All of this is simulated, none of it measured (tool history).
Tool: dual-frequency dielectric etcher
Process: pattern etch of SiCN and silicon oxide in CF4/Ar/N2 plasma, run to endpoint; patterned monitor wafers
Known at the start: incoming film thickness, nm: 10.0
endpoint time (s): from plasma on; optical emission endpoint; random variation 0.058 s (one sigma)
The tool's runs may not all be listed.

run  hour  source power (W)  bias power (W)  Ar flow (sccm)  CF4 flow (sccm)  endpoint time (s)
  1   0.0               460              52             100               80             12.153
  2   8.6               420              52             100               80             13.182
  3  13.4               420              61             100               80             12.550
  4  19.5               420              54             100               80             13.049
  5  21.8               420              54             100               71             13.185
  6  29.8               420              54             109               71             13.412
  7  36.3               400              54             109               71             13.986
  8  37.4               380              54             109               71             14.763

Run 9 comes next. What will it give?
  9  41.7               370              54             109               71                  ?

Run 9 gave endpoint time (s) 15.026.

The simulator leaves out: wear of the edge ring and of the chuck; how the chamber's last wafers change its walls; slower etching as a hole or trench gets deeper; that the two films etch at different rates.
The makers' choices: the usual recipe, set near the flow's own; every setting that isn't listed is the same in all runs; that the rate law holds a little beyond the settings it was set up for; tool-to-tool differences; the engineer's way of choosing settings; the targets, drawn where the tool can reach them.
